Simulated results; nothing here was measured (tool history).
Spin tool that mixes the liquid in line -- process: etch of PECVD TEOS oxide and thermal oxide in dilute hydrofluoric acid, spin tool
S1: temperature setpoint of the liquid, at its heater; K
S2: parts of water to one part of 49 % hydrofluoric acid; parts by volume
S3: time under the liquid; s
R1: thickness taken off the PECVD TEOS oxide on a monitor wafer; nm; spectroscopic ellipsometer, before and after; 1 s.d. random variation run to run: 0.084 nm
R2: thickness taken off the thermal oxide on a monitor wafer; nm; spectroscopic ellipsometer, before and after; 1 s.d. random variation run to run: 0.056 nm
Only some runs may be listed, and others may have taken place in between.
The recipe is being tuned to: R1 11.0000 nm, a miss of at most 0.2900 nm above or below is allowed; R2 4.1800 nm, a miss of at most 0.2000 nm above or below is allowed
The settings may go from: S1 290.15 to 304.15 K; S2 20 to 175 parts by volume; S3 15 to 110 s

run  hour      S1   S2  S3       R1      R2
  1   0.0  296.15   95  55   6.5090  2.4281
  2   6.4  293.65   95  55   5.8478  2.2454
  3   8.3  296.15   95  55   6.5183  2.4522
  4  12.1  296.15  120  55   4.9786  1.9342
  5  16.8  296.15  145  55   4.0749  1.5438
  6  21.2  293.15  145  55   3.5938  1.3543
  7  26.5  297.15  105  55   6.1031  2.3270
  8  27.9  298.65  100  55   6.7857  2.5645
  9  33.6  299.65   95  55   7.4784  2.8261
 10  35.4  300.65   90  55   8.2504  3.0909
 11  36.8  301.15   85  55   9.0409  3.3345
 12  38.5  301.65   85  55   9.1647  3.4705
 13  39.2  302.15   85  55   9.3551  3.5008
 14  44.4  302.65   85  55   9.4687  3.5262
 15  45.4  304.15   75  55  11.6430  4.4200
     51.6  -- thermometer replaced
 16  51.6  303.65   75  55  12.0100  4.4297
 17  53.3  303.15   75  55  11.6440  4.3653
 18  59.4  302.65   75  55  11.4400  4.3661

Which single option among these 4 for the next run brings every result within its allowed miss of target? Just one does.
  A  65.5  303.65  75  55   ?   ?
  B  65.5  298.65  65  60   ?   ?
  C  65.5  304.15  90  65   ?   ?
  D  65.5  302.65  45  30   ?   ?

move       R1      R2
   A  11.7940  4.4897
   B  12.3800  4.7125
   C  11.5770  4.4071
   D  10.7920  4.1081
A: the biggest miss grows against the last run
B: the biggest miss grows against the last run
C: the biggest miss grows against the last run
D: every result lands within tolerance
Go with D: it meets all targets.
